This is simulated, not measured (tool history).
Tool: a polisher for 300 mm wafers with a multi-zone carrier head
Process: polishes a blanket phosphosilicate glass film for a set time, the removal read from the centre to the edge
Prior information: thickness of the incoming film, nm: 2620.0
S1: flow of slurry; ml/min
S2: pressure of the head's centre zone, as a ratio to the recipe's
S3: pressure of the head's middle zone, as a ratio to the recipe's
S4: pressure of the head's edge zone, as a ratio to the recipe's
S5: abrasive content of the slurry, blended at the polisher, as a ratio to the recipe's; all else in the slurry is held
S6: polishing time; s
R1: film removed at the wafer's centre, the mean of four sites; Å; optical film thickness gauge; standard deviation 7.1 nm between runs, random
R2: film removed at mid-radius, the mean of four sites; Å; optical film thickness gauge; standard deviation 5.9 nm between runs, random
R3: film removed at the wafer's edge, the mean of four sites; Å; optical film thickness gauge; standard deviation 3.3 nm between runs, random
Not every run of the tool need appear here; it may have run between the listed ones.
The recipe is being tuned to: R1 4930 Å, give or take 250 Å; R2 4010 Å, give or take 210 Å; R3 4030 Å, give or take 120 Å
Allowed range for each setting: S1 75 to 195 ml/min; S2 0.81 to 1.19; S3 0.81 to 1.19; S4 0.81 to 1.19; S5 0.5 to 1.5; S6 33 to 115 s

{"run": 1, "hour": 0.0, "S1": 125, "S2": 1, "S3": 1, "S4": 1, "S5": 1, "S6": 73, "R1": 7413.9, "R2": 7263, "R3": 7403.3}
{"run": 2, "hour": 1.1, "S1": 125, "S2": 1, "S3": 0.95, "S4": 1, "S5": 1, "S6": 73, "R1": 7453.4, "R2": 6880, "R3": 7383.6}
{"run": 3, "hour": 1.8, "S1": 125, "S2": 1, "S3": 0.95, "S4": 1, "S5": 1.15, "S6": 73, "R1": 7927.7, "R2": 7343.3, "R3": 7897.8}
{"run": 4, "hour": 2.6, "S1": 115, "S2": 1, "S3": 0.95, "S4": 1, "S5": 1.15, "S6": 73, "R1": 7801.4, "R2": 7169.1, "R3": 7789.6}
{"run": 5, "hour": 8.3, "S1": 115, "S2": 1.03, "S3": 0.95, "S4": 0.96, "S5": 1, "S6": 68, "R1": 6884.4, "R2": 6441.6, "R3": 6673.8}
{"run": 6, "hour": 14.8, "S1": 135, "S2": 1.03, "S3": 0.95, "S4": 0.96, "S5": 1, "S6": 68, "R1": 7190.6, "R2": 6458, "R3": 6800.4}
{"run": 7, "hour": 16.4, "S1": 135, "S2": 1.06, "S3": 0.94, "S4": 0.93, "S5": 0.85, "S6": 64, "R1": 6326.8, "R2": 5709.2, "R3": 5904.7}
{"run": 8, "hour": 23.5, "S1": 140, "S2": 1.09, "S3": 0.93, "S4": 0.9, "S5": 0.75, "S6": 61, "R1": 5625.7, "R2": 4945.9, "R3": 5177.8}
{"run": 9, "hour": 29.1, "S1": 150, "S2": 1.12, "S3": 0.93, "S4": 0.88, "S5": 0.7, "S6": 60, "R1": 5664.4, "R2": 4712.1, "R3": 4866.8}
{"run": 10, "hour": 32.7, "S1": 120, "S2": 1.14, "S3": 0.93, "S4": 0.81, "S5": 0.5, "S6": 59, "R1": 4347.5, "R2": 3484.1, "R3": 3489.9}
{"run": 11, "hour": 39.5, "S1": 130, "S2": 1.14, "S3": 0.93, "S4": 0.82, "S5": 0.5, "S6": 59, "R1": 4329.1, "R2": 3545.9, "R3": 3539.7}
{"run": 12, "hour": 47.9, "S1": 140, "S2": 1.15, "S3": 0.93, "S4": 0.83, "S5": 0.5, "S6": 59, "R1": 4553.8, "R2": 3515.6, "R3": 3566.7}
{"run": 13, "hour": 52.4, "S1": 150, "S2": 1.14, "S3": 0.94, "S4": 0.84, "S5": 0.5, "S6": 59, "R1": 4437.6, "R2": 3740.1, "R3": 3645.3}
{"run": 14, "hour": 57.3, "S1": 155, "S2": 1.15, "S3": 0.94, "S4": 0.85, "S5": 0.5, "S6": 59, "R1": 4416.1, "R2": 3586.7, "R3": 3622.3}

5 next moves are on the table. One of them brings every result within its allowed miss. Which?
{"run": "A", "hour": 62.2, "S1": 190, "S2": 1.13, "S3": 0.87, "S4": 0.95, "S5": 0.5, "S6": 51, "R1": "?", "R2": "?", "R3": "?"}
{"run": "B", "hour": 62.2, "S1": 170, "S2": 1.07, "S3": 0.88, "S4": 0.84, "S5": 0.6, "S6": 52, "R1": "?", "R2": "?", "R3": "?"}
{"run": "C", "hour": 62.2, "S1": 135, "S2": 1.19, "S3": 0.98, "S4": 0.88, "S5": 0.5, "S6": 54, "R1": "?", "R2": "?", "R3": "?"}
{"run": "D", "hour": 62.2, "S1": 195, "S2": 1.15, "S3": 0.97, "S4": 0.93, "S5": 0.55, "S6": 57, "R1": "?", "R2": "?", "R3": "?"}
{"run": "E", "hour": 62.2, "S1": 165, "S2": 1.06, "S3": 0.96, "S4": 0.91, "S5": 0.55, "S6": 58, "R1": "?", "R2": "?", "R3": "?"}

move=A R1=4049 R2=3064.1 R3=3387.1
move=B R1=4412.6 R2=3568.9 R3=3730.3
move=C R1=4238.3 R2=3371.6 R3=3329
move=D R1=4991.9 R2=4045 R3=4052.1
move=E R1=4547.2 R2=3981.2 R3=4011.1
A: further off than the last run
B: better than the last run, though not everything is in spec
C: further off than the last run
D: meets every target
E: the worst result of the last run now meets its target, but another is out of spec
Move D is the one to make.
